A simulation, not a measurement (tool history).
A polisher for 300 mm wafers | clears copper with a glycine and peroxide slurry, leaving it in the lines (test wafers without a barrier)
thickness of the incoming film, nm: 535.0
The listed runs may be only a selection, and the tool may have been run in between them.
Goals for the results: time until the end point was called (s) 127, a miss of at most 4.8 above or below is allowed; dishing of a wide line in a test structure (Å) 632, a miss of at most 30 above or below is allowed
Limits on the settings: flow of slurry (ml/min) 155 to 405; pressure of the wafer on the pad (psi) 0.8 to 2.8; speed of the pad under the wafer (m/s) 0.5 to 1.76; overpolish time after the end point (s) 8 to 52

| run | hour | flow of slurry (ml/min) | pressure of the wafer on the pad (psi) | speed of the pad under the wafer (m/s) | overpolish time after the end point (s) | time until the end point was called (s) | dishing of a wide line in a test structure (Å) |
|---|---|---|---|---|---|---|---|
| 1 | 0 | 260 | 1.8 | 1.12 | 26 | 106.04 | 539.54 |
| 2 | 1.8 | 260 | 1.7 | 1.1 | 28 | 111.51 | 543.69 |
| 3 | 9.8 | 260 | 1.9 | 1.1 | 28 | 103.82 | 546.38 |
| 4 | 18.7 | 260 | 1.9 | 1.1 | 37 | 104.96 | 628.19 |
| 5 | 20.5 | 260 | 1.8 | 1.1 | 38 | 108.32 | 615.98 |
| 6 | 26.6 | 260 | 1.4 | 1.1 | 38 | 120.06 | 592.09 |
| 7 | 28.8 | 260 | 1.4 | 1.1 | 39 | 122.87 | 601.6 |
| 8 | 31.8 | 260 | 1.4 | 1.1 | 40 | 122.22 | 599.96 |
| 9 | 40 | 260 | 1.4 | 1.1 | 41 | 121.45 | 589.87 |
| 10 | 48.7 | 260 | 1.4 | 1.1 | 43 | 121.56 | 622.4 |
| 11 | 53.6 | 260 | 1.4 | 1.1 | 44 | 120.48 | 629.56 |

5 candidate next runs follow, results not yet known. Just one meets every target within its allowed miss. Identify it.
| A | 58.5 | 260 | 1.9 | 1.02 | 43 | ? | ? |
| B | 58.5 | 310 | 1.4 | 1.16 | 45 | ? | ? |
| C | 58.5 | 280 | 1.4 | 1.04 | 48 | ? | ? |
| D | 58.5 | 265 | 1.6 | 1.22 | 33 | ? | ? |
| E | 58.5 | 290 | 1.3 | 1.16 | 48 | ? | ? |

| move | time until the end point was called (s) | dishing of a wide line in a test structure (Å) |
|---|---|---|
| A | 112.61 | 654.14 |
| B | 115.86 | 636.26 |
| C | 126.74 | 640.04 |
| D | 106.42 | 587.76 |
| E | 120.23 | 638.87 |
A: further off than the last run
B: further off than the last run
C: every result lands within tolerance
D: further off than the last run
E: about the same distance from the targets as the last run
Go with C: it meets all targets.

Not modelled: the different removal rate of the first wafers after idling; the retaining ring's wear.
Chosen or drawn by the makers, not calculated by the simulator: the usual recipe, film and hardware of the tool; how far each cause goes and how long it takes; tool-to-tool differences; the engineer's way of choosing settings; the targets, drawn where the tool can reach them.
